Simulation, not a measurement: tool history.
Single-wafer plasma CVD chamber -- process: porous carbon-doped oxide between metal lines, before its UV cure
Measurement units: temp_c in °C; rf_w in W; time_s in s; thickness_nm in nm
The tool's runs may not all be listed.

| run | hour | temp_c | rf_w | time_s | thickness_nm |
|---|---|---|---|---|---|
| 1 | 0.0 | 310 | 510 | 52.7 | 244.05 |
| 2 | 5.5 | 308 | 515 | 52.7 | 247.15 |
| 3 | 11.5 | 318 | 515 | 52.7 | 231.54 |
| 4 | 16.6 | 315 | 515 | 52.7 | 235.02 |
| 5 | 17.2 | 313 | 515 | 52.7 | 239.99 |
| 6 | 23.8 | 317 | 515 | 52.7 | 232.55 |
| 7 | 31.8 | 315 | 515 | 52.7 | 235.81 |
| 8 | 37.5 | 313 | 515 | 52.7 | 237.88 |

Run 9, settings as shown, results not yet in. Your forecast:
| 9 | 41.1 | 311 | 515 | 52.7 | ? |

{"run 9": {"thickness_nm": 243.42}}
